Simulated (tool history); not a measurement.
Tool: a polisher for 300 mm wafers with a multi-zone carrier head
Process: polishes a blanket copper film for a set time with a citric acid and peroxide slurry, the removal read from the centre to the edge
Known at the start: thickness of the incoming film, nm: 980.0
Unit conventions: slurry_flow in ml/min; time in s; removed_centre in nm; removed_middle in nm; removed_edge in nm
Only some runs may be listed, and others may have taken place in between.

| run | hour | slurry_flow | centre_zone | middle_zone | edge_zone | slurry_solids | time | removed_centre | removed_middle | removed_edge |
|---|---|---|---|---|---|---|---|---|---|---|
| 1 | 0.0 | 205 | 1.00 | 1.00 | 1.00 | 1.00 | 81 | 194.61 | 193.27 | 188.77 |
| 2 | 2.3 | 200 | 0.98 | 0.97 | 1.00 | 0.95 | 81 | 195.94 | 183.42 | 188.54 |
| 3 | 5.9 | 195 | 0.95 | 0.97 | 1.01 | 0.90 | 80 | 181.61 | 178.96 | 181.49 |
| 4 | 10.5 | 190 | 0.93 | 0.96 | 1.02 | 0.90 | 80 | 175.85 | 176.72 | 185.48 |
| 5 | 18.1 | 190 | 0.93 | 0.96 | 1.02 | 1.00 | 80 | 180.62 | 183.14 | 187.36 |
| 6 | 21.4 | 185 | 0.92 | 0.95 | 1.02 | 0.95 | 80 | 173.98 | 179.53 | 187.03 |
| 7 | 25.8 | 180 | 0.91 | 0.94 | 1.01 | 0.90 | 80 | 168.74 | 175.77 | 182.31 |

What will run 8 give?
| 8 | 32.0 | 175 | 0.91 | 0.92 | 1.01 | 0.90 | 80 | ? | ? | ? |

Run 8 produced removed_centre 174.05 nm, removed_middle 170.74 nm, removed_edge 180.58 nm.
